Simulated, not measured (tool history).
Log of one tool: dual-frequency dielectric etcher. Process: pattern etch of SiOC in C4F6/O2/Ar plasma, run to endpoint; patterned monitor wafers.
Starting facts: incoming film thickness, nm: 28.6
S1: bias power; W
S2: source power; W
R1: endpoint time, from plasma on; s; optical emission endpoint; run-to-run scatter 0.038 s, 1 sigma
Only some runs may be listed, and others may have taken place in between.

run    day   S1   S2      R1
  1      0  357  470    10.1
  2  0.371  357  430  10.598
  3  0.525  346  430  10.739
  4  0.771  339  430  10.859
  5  0.921  334  430  10.908
  6  1.092  334  510  10.075
  7  1.112  317  510  10.269
  8  1.333  302  510  10.554

Forecast run 9:
  9  1.533  293  510   ?

Run 9 yielded R1 10.797 s.
